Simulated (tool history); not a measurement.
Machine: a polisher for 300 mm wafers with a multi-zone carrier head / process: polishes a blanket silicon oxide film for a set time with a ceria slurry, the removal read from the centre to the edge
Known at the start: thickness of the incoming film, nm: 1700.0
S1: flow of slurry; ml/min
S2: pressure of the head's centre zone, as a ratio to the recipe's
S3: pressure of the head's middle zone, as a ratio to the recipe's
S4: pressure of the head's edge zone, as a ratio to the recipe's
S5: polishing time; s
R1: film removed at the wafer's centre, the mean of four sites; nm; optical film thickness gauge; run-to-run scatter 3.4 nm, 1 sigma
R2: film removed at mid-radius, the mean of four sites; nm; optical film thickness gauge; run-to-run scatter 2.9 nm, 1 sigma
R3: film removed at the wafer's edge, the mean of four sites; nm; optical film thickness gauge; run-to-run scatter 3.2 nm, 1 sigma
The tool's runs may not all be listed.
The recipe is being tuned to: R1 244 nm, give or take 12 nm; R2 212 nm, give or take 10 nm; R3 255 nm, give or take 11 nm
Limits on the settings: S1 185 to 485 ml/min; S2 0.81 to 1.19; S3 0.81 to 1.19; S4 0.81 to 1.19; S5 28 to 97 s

{"run": 1, "hour": 0.0, "S1": 310, "S2": 1, "S3": 1, "S4": 1, "S5": 62, "R1": 287.29, "R2": 285.46, "R3": 294.29}
{"run": 2, "hour": 2.1, "S1": 310, "S2": 1, "S3": 1, "S4": 1.06, "S5": 62, "R1": 281.99, "R2": 293.08, "R3": 305.78}
{"run": 3, "hour": 10.0, "S1": 310, "S2": 0.99, "S3": 0.97, "S4": 1.04, "S5": 61, "R1": 268.76, "R2": 274.74, "R3": 300.28}
{"run": 4, "hour": 13.0, "S1": 310, "S2": 0.96, "S3": 0.97, "S4": 1.04, "S5": 61, "R1": 268.87, "R2": 283.01, "R3": 294.39}
{"hour": 17.6, "done": "worn pad replaced by a new one"}
{"run": 5, "hour": 17.6, "S1": 310, "S2": 0.97, "S3": 0.95, "S4": 1.03, "S5": 60, "R1": 290.32, "R2": 285.72, "R3": 327.84}
{"run": 6, "hour": 21.1, "S1": 305, "S2": 0.99, "S3": 0.95, "S4": 1.03, "S5": 57, "R1": 284.3, "R2": 280.99, "R3": 305.34}
{"run": 7, "hour": 27.6, "S1": 335, "S2": 1.01, "S3": 0.85, "S4": 1.06, "S5": 43, "R1": 214.43, "R2": 188.79, "R3": 230.2}
{"run": 8, "hour": 31.5, "S1": 335, "S2": 1.01, "S3": 0.85, "S4": 1.06, "S5": 44, "R1": 222.18, "R2": 204.12, "R3": 238.02}
{"run": 9, "hour": 38.4, "S1": 335, "S2": 1.01, "S3": 0.84, "S4": 1.06, "S5": 45, "R1": 228.15, "R2": 203.39, "R3": 244.78}

Below are 4 possible settings for the next run. Only one of them brings all results inside the allowed miss of their targets. Which is it?
{"run": "A", "hour": 45.3, "S1": 380, "S2": 1.19, "S3": 1.04, "S4": 0.91, "S5": 45, "R1": "?", "R2": "?", "R3": "?"}
{"run": "B", "hour": 45.3, "S1": 220, "S2": 0.82, "S3": 0.83, "S4": 1.19, "S5": 47, "R1": "?", "R2": "?", "R3": "?"}
{"run": "C", "hour": 45.3, "S1": 415, "S2": 1.09, "S3": 1.06, "S4": 0.96, "S5": 45, "R1": "?", "R2": "?", "R3": "?"}
{"run": "D", "hour": 45.3, "S1": 355, "S2": 1.01, "S3": 0.81, "S4": 0.99, "S5": 48, "R1": "?", "R2": "?", "R3": "?"}

move=A R1=260.88 R2=244.59 R3=227.8
move=B R1=188.08 R2=209.51 R3=265.77
move=C R1=242.13 R2=249.47 R3=234.35
move=D R1=238.46 R2=216.04 R3=252.79
A: takes the biggest miss from the last run beyond its target
B: moves away from the targets compared with the last run
C: meets the target for the result that was furthest off, but another lies outside its allowed miss
D: every result within its allowed miss
The move that meets every target is D.

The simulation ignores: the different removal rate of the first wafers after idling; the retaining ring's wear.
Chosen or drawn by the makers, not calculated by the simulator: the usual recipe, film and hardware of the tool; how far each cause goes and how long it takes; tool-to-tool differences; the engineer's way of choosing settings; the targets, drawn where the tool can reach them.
